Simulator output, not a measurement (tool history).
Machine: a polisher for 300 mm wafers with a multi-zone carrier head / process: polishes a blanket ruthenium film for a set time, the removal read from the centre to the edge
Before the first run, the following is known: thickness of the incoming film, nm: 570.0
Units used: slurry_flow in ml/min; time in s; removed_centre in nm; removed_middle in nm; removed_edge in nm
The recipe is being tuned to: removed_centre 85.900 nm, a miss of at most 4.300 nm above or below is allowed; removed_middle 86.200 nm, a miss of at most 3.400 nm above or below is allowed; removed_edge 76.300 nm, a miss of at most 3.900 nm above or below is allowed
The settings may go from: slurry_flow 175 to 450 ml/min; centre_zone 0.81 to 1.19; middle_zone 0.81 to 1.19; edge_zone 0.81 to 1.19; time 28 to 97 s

run	day	slurry_flow	centre_zone	middle_zone	edge_zone	time	removed_centre	removed_middle	removed_edge
1	0.000	290	1.00	1.00	1.00	62	101.820	101.260	103.880
2	0.138	290	1.00	1.07	1.00	62	102.470	106.400	103.710
3	0.383	290	1.01	1.08	0.97	58	95.017	99.315	93.455
4	0.662	290	1.01	1.08	0.88	58	94.794	98.645	86.788
5	1.008	290	1.01	1.16	0.88	58	98.363	103.370	90.981
6	1.033	290	1.01	1.16	0.82	58	95.940	103.730	83.311
7	1.117	285	1.01	1.11	0.83	57	94.566	97.861	84.416
8	1.362	285	1.01	1.10	0.83	55	91.519	97.187	82.258
9	1.712	285	1.02	1.08	0.84	53	89.020	91.772	79.026

Below are 4 possible settings for the next run. Only one of them brings all results inside the allowed miss of their targets. Which is it?
A	2.062	225	1.00	1.04	0.81	53	?	?	?
B	2.062	295	1.01	1.03	0.84	58	?	?	?
C	2.062	280	1.00	1.11	0.82	53	?	?	?
D	2.062	275	0.95	1.09	0.93	53	?	?	?

move	removed_centre	removed_middle	removed_edge
A	85.323	86.048	75.962
B	97.494	96.624	86.620
C	88.033	93.065	77.906
D	85.104	91.565	82.364
A: each result inside its tolerance
B: its largest miss is bigger than the last run's
C: its largest miss is bigger than the last run's
D: neither nearer nor further off than the last run
Go with A: it meets all targets.
